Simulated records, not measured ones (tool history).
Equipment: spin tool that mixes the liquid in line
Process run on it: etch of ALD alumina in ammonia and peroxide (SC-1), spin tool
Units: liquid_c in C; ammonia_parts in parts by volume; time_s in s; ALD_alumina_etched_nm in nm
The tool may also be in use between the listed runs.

run  hour  liquid_c  ammonia_parts  time_s  ALD_alumina_etched_nm
  1     0        59           0.45     285                 25.781
  2   5.9        61           0.45     285                  28.07
  3  13.5        64           0.45     285                  33.13
  4  18.7      66.5           0.45     285                  37.14
  5  21.4      66.5           0.35     285                 36.398
  6  26.1        67           0.35     285                  37.63
  7  34.6      67.5           0.35     285                 37.739

Run 8 has not been measured yet. What should we expect?
  8  36.7        68           0.35     285                      ?

Run 8 yielded ALD_alumina_etched_nm 39.402 nm.
